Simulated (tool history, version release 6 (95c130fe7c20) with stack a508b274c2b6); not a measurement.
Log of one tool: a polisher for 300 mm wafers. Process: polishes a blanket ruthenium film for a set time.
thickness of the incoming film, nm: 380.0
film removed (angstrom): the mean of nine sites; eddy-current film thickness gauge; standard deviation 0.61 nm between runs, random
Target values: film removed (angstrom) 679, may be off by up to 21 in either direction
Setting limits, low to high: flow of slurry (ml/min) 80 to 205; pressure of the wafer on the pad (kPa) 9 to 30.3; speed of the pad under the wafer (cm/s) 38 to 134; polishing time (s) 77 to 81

| run | hour | flow of slurry (ml/min) | pressure of the wafer on the pad (kPa) | speed of the pad under the wafer (cm/s) | polishing time (s) | film removed (angstrom) |
|---|---|---|---|---|---|---|
| 1 | 0 | 135 | 19.3 | 86 | 77 | 1009.3 |
| 2 | 0.6 | 130 | 17.2 | 86 | 77 | 879.13 |
| 3 | 2.5 | 105 | 17.2 | 86 | 77 | 841.92 |
| 4 | 5.9 | 100 | 16.5 | 86 | 77 | 786.66 |
| 5 | 7.5 | 100 | 16.5 | 100 | 77 | 916.75 |
| 6 | 11 | 100 | 16.5 | 100 | 81 | 969.8 |
| 7 | 13.4 | 95 | 15.2 | 100 | 81 | 892.3 |
| 8 | 18.2 | 90 | 13.8 | 100 | 81 | 797.07 |
| 9 | 23 | 90 | 13.1 | 100 | 81 | 767.49 |
| 10 | 25 | 90 | 12.4 | 100 | 81 | 719.38 |

Below are 4 possible settings for the next run. Only one of them brings all results inside the allowed miss of their targets. Which is it?
| A | 27 | 115 | 11.7 | 100 | 77 | ? |
| B | 27 | 90 | 12.4 | 108 | 78 | ? |
| C | 27 | 110 | 14.5 | 84 | 81 | ? |
| D | 27 | 95 | 13.1 | 98 | 81 | ? |

| move | film removed (angstrom) |
|---|---|
| A | 686.66 |
| B | 752.23 |
| C | 739.82 |
| D | 757.27 |
A: meets every target
B: the biggest miss grows against the last run
C: the biggest miss grows against the last run
D: the biggest miss grows against the last run
The move that meets every target is A.
